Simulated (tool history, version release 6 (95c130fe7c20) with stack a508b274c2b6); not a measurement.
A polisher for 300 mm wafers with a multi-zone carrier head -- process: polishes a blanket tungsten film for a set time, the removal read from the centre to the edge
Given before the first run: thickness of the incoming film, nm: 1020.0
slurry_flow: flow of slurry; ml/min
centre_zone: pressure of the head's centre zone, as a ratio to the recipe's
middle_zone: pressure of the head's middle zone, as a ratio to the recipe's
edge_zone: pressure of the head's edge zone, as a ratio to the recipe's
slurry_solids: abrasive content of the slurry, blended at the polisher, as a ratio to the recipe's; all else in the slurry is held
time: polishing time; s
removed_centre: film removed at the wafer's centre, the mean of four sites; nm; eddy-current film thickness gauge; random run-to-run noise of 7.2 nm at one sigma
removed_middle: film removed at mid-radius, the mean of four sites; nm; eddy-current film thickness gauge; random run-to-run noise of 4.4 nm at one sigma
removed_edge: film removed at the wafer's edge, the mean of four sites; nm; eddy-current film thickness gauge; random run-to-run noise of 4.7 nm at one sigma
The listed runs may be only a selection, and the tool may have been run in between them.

{"run": 1, "day": 0.0, "slurry_flow": 245, "centre_zone": 1, "middle_zone": 1, "edge_zone": 1, "slurry_solids": 1, "time": 44, "removed_centre": 373.43, "removed_middle": 381.93, "removed_edge": 382.47}
{"run": 2, "day": 0.229, "slurry_flow": 250, "centre_zone": 1.03, "middle_zone": 1.03, "edge_zone": 1.01, "slurry_solids": 1.05, "time": 44, "removed_centre": 397.88, "removed_middle": 395.11, "removed_edge": 372.28}
{"run": 3, "day": 0.371, "slurry_flow": 250, "centre_zone": 1.03, "middle_zone": 1.03, "edge_zone": 1.01, "slurry_solids": 1.05, "time": 49, "removed_centre": 437.33, "removed_middle": 436.99, "removed_edge": 425.86}
{"run": 4, "day": 0.679, "slurry_flow": 255, "centre_zone": 1.04, "middle_zone": 1.05, "edge_zone": 1.02, "slurry_solids": 1.1, "time": 49, "removed_centre": 449.33, "removed_middle": 457.64, "removed_edge": 430.38}
{"run": 5, "day": 0.879, "slurry_flow": 255, "centre_zone": 1.04, "middle_zone": 1.05, "edge_zone": 1.08, "slurry_solids": 1.1, "time": 49, "removed_centre": 442.46, "removed_middle": 451.23, "removed_edge": 441.97}
{"run": 6, "day": 0.975, "slurry_flow": 255, "centre_zone": 1.04, "middle_zone": 1.05, "edge_zone": 1.16, "slurry_solids": 1.1, "time": 49, "removed_centre": 447.32, "removed_middle": 450.63, "removed_edge": 466.5}

Forecast run 7:
{"run": 7, "day": 1.079, "slurry_flow": 265, "centre_zone": 1.06, "middle_zone": 1.07, "edge_zone": 1.15, "slurry_solids": 1.1, "time": 49, "removed_centre": "?", "removed_middle": "?", "removed_edge": "?"}

removed_centre: 471.03 nm
removed_middle: 457.85 nm
removed_edge: 460.49 nm

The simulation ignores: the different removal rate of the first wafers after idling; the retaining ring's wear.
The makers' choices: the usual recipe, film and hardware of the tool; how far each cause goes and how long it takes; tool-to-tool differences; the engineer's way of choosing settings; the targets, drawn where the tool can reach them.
